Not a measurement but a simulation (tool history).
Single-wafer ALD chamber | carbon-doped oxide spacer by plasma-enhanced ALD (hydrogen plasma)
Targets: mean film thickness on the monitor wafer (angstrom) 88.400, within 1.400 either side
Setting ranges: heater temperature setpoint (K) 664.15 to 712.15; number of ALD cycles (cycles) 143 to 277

run    day  heater temperature setpoint (K)  number of ALD cycles (cycles)  mean film thickness on the monitor wafer (angstrom)
  1  0.000                           688.15                            210                                               94.814
  2  0.083                           690.15                            209                                               93.796
  3  0.192                           690.15                            223                                              100.800
  4  0.504                           685.15                            223                                              102.200
  5  0.642                           688.15                            220                                               99.125
  6  0.792                           693.15                            220                                               97.920
  7  1.162                           705.15                            201                                               86.458
  8  1.538                           704.15                            201                                               86.691

Below are 5 possible settings for the next run. Only one of them brings all results inside the allowed miss of their targets. Which is it?
  A  1.912                           703.15                            193                                                    ?
  B  1.912                           703.15                            213                                                    ?
  C  1.912                           710.15                            208                                                    ?
  D  1.912                           710.15                            202                                                    ?
  E  1.912                           696.15                            207                                                    ?

move  mean film thickness on the monitor wafer (angstrom)
   A                                               83.765
   B                                               92.445
   C                                               88.453
   D                                               85.901
   E                                               91.655
A: misses by more than the last run did
B: takes the result that was furthest off past its target
C: every result lands within tolerance
D: misses by more than the last run did
E: takes the result that was furthest off past its target
So the answer is move C, the one that meets all the targets.
